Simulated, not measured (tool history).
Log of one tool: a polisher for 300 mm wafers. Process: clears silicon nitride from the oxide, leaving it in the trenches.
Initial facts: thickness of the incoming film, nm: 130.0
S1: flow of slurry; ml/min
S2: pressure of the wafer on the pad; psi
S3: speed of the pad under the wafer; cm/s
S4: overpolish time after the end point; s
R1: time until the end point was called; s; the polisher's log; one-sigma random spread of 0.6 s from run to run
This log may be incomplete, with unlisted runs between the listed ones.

| run | hour | S1 | S2 | S3 | S4 | R1 |
|---|---|---|---|---|---|---|
| 1 | 0 | 295 | 3.2 | 120 | 26 | 124.01 |
| 2 | 1.7 | 240 | 3.2 | 120 | 26 | 127.16 |
| 3 | 8.7 | 180 | 3.2 | 120 | 26 | 130.57 |
| 4 | 10.5 | 185 | 3.4 | 122 | 26 | 121.92 |
| 5 | 15.6 | 185 | 3.4 | 122 | 26 | 121.36 |
| 6 | 22 | 175 | 3.4 | 122 | 26 | 122.75 |

Expected results for the next run?
| 7 | 27 | 185 | 3.6 | 124 | 26 | ? |

R1: 115.18 s

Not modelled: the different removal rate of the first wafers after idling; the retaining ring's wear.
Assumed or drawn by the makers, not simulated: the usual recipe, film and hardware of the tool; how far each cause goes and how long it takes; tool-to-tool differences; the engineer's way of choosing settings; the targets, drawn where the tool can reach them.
